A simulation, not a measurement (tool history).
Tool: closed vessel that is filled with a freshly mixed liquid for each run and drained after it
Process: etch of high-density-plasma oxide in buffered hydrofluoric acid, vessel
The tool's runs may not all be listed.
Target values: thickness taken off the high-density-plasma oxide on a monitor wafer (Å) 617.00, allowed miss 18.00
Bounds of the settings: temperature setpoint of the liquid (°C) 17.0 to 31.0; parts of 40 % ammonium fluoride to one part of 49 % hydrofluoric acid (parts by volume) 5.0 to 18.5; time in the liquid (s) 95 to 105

run,hour,temperature setpoint of the liquid (°C),parts of 40 % ammonium fluoride to one part of 49 % hydrofluoric acid (parts by volume),time in the liquid (s),thickness taken off the high-density-plasma oxide on a monitor wafer (Å)
1,0.0,23.0,11.5,95,1001.70
2,8.9,21.5,12.0,95,879.08
3,11.1,21.5,12.0,95,874.27
4,15.4,20.5,12.0,95,828.72
5,21.2,20.5,12.0,105,921.60
6,29.2,20.5,12.0,105,909.45
7,37.7,20.5,12.0,105,911.23
8,38.4,19.5,12.5,105,844.83
9,42.8,17.0,15.5,105,575.96

Which of these 4 next moves meets every target?
A,47.2,17.0,16.0,100,?
B,47.2,17.0,15.0,100,?
C,47.2,17.0,15.0,95,?
D,47.2,17.5,14.5,100,?

move,thickness taken off the high-density-plasma oxide on a monitor wafer (Å)
A,542.89
B,578.52
C,549.60
D,615.47
A: misses by more than the last run did
B: gains on the last run, yet a result remains outside its allowed miss
C: misses by more than the last run did
D: each result inside its tolerance
Go with D: it meets all targets.
